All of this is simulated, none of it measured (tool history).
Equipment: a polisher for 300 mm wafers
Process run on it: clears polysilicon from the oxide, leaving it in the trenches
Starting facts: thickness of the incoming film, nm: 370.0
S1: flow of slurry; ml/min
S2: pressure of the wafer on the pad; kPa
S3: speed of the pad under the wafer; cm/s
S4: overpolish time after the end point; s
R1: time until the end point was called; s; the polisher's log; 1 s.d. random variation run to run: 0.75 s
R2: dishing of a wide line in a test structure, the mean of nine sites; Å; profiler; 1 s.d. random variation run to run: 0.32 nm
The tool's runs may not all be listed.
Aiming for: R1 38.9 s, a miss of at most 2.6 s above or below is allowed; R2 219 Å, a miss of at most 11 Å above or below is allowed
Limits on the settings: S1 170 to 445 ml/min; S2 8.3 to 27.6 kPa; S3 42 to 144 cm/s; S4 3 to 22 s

run	day	S1	S2	S3	S4	R1	R2
1	0	285	17.9	92	11	37.197	367.51
2	0.221	220	17.9	92	11	39.509	371.55
3	0.554	220	21.4	92	11	32.215	382.93
4	0.608	280	19.3	94	9	34.753	370.44
5	0.933	325	17.9	94	7	35.848	336.44
6	0.954	325	16.5	94	7	39.709	331.67
7	1.175	355	14.5	104	6	40.618	320.05
8	1.271	380	13.1	112	5	40.3	286.76
9	1.45	395	11.7	120	4	41.953	249.3
10	1.633	395	11.7	124	4	41.02	250.11

5 next moves are on the table. One of them brings every result within its allowed miss. Which?
A	1.817	445	8.3	144	3	?	?
B	1.817	305	14.5	94	3	?	?
C	1.817	310	13.8	118	3	?	?
D	1.817	425	15.2	98	6	?	?
E	1.817	440	10.3	132	6	?	?

move	R1	R2
A	47.219	194.52
B	44.561	202.5
C	37.81	225.78
D	40.098	315.81
E	42.546	308.04
A: carries the result that was furthest off beyond its target, to the other side
B: carries the result that was furthest off beyond its target, to the other side
C: in spec on every target
D: misses by more than the last run did
E: misses by more than the last run did
The right move is C.

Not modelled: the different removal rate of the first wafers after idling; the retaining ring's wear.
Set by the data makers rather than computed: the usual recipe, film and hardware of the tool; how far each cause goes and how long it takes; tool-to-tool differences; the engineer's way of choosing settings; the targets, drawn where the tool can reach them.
